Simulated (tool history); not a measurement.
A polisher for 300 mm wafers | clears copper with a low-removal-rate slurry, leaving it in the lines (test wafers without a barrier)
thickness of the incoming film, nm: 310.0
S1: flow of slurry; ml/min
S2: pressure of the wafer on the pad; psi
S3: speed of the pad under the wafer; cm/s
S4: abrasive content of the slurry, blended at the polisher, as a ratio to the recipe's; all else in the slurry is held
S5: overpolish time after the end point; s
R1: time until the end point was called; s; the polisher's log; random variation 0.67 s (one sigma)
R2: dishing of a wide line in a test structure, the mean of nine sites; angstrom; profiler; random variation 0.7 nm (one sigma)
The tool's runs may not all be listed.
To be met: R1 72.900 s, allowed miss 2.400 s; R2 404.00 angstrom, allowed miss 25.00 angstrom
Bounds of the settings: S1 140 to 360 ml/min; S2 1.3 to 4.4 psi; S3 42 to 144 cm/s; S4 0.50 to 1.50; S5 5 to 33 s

{"run": 1, "hour": 0.0, "S1": 230, "S2": 2.8, "S3": 92, "S4": 1.0, "S5": 17, "R1": 107.11, "R2": 262.56}
{"run": 2, "hour": 5.1, "S1": 230, "S2": 2.8, "S3": 92, "S4": 1.15, "S5": 17, "R1": 106.69, "R2": 267.87}
{"run": 3, "hour": 6.9, "S1": 230, "S2": 2.9, "S3": 92, "S4": 1.15, "S5": 17, "R1": 103.12, "R2": 271.39}
{"run": 4, "hour": 11.0, "S1": 230, "S2": 2.9, "S3": 82, "S4": 1.15, "S5": 17, "R1": 112.74, "R2": 244.56}
{"run": 5, "hour": 12.6, "S1": 230, "S2": 2.9, "S3": 82, "S4": 1.15, "S5": 12, "R1": 113.39, "R2": 190.25}
{"run": 6, "hour": 20.3, "S1": 230, "S2": 2.9, "S3": 82, "S4": 0.95, "S5": 12, "R1": 115.87, "R2": 176.79}
{"run": 7, "hour": 23.0, "S1": 250, "S2": 3.7, "S3": 82, "S4": 1.2, "S5": 20, "R1": 87.129, "R2": 329.63}
{"run": 8, "hour": 31.3, "S1": 250, "S2": 3.8, "S3": 82, "S4": 1.2, "S5": 20, "R1": 86.255, "R2": 335.51}
{"run": 9, "hour": 34.4, "S1": 250, "S2": 3.9, "S3": 82, "S4": 1.2, "S5": 20, "R1": 83.97, "R2": 352.81}
{"run": 10, "hour": 42.9, "S1": 255, "S2": 4.2, "S3": 82, "S4": 1.2, "S5": 20, "R1": 76.914, "R2": 374.5}
{"run": 11, "hour": 47.6, "S1": 255, "S2": 4.3, "S3": 82, "S4": 1.2, "S5": 20, "R1": 77.283, "R2": 384.93}

5 next moves are on the table. One of them brings every result within its allowed miss. Which?
{"run": "A", "hour": 52.3, "S1": 310, "S2": 4.4, "S3": 84, "S4": 1.1, "S5": 21, "R1": "?", "R2": "?"}
{"run": "B", "hour": 52.3, "S1": 265, "S2": 3.8, "S3": 94, "S4": 1.05, "S5": 18, "R1": "?", "R2": "?"}
{"run": "C", "hour": 52.3, "S1": 245, "S2": 4.4, "S3": 76, "S4": 1.25, "S5": 18, "R1": "?", "R2": "?"}
{"run": "D", "hour": 52.3, "S1": 230, "S2": 4.3, "S3": 80, "S4": 1.2, "S5": 23, "R1": "?", "R2": "?"}
{"run": "E", "hour": 52.3, "S1": 265, "S2": 4.1, "S3": 80, "S4": 1.4, "S5": 19, "R1": "?", "R2": "?"}

move=A R1=72.394 R2=402.66
move=B R1=76.400 R2=350.38
move=C R1=79.774 R2=343.24
move=D R1=78.578 R2=404.22
move=E R1=79.404 R2=355.51
A: meets every target
B: further off than the last run
C: further off than the last run
D: further off than the last run
E: further off than the last run
The right move is A.
